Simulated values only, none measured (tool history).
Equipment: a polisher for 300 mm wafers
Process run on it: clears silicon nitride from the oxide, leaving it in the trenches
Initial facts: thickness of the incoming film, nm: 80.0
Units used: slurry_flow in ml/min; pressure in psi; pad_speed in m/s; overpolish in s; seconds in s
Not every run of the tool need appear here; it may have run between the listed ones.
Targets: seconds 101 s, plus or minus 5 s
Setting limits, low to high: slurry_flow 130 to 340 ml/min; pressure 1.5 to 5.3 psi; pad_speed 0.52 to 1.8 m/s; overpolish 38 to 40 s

run	hour	slurry_flow	pressure	pad_speed	overpolish	seconds
1	0	220	3.4	1.16	38	78.39
2	6.6	220	3.1	1.16	38	80.985
3	7.3	250	3.1	1.16	38	78.214
4	14.2	235	2.9	1.16	38	84
5	18.9	235	2.9	1.38	38	72.987
6	26.1	235	3.5	1.38	38	63.172
7	28.8	235	3.5	1.38	38	64.254
# hour 31.1: slurry nozzle cleaned
8	31.1	235	3.5	1.38	38	57.721
9	39.2	215	3.1	1.36	38	65.175
10	41.3	230	2.6	1.34	38	75.232
11	50	230	2.3	1.3	38	82.409
12	57.9	230	2.1	1.26	38	88.383
13	62.1	230	2.1	1.26	38	91.769

Which one of the following 5 next-run settings gets every result inside its allowed miss? There is exactly one.
A	66.3	230	2.1	1.28	38	?
B	66.3	255	2.4	1.18	38	?
C	66.3	165	2.3	1.24	40	?
D	66.3	225	2.2	1.22	40	?
E	66.3	245	1.5	1.36	40	?

move	seconds
A	88.788
B	87.119
C	91.079
D	90.479
E	100.16
A: misses by more than the last run did
B: misses by more than the last run did
C: misses by more than the last run did
D: misses by more than the last run did
E: hits every target within its allowed miss
Answer: E

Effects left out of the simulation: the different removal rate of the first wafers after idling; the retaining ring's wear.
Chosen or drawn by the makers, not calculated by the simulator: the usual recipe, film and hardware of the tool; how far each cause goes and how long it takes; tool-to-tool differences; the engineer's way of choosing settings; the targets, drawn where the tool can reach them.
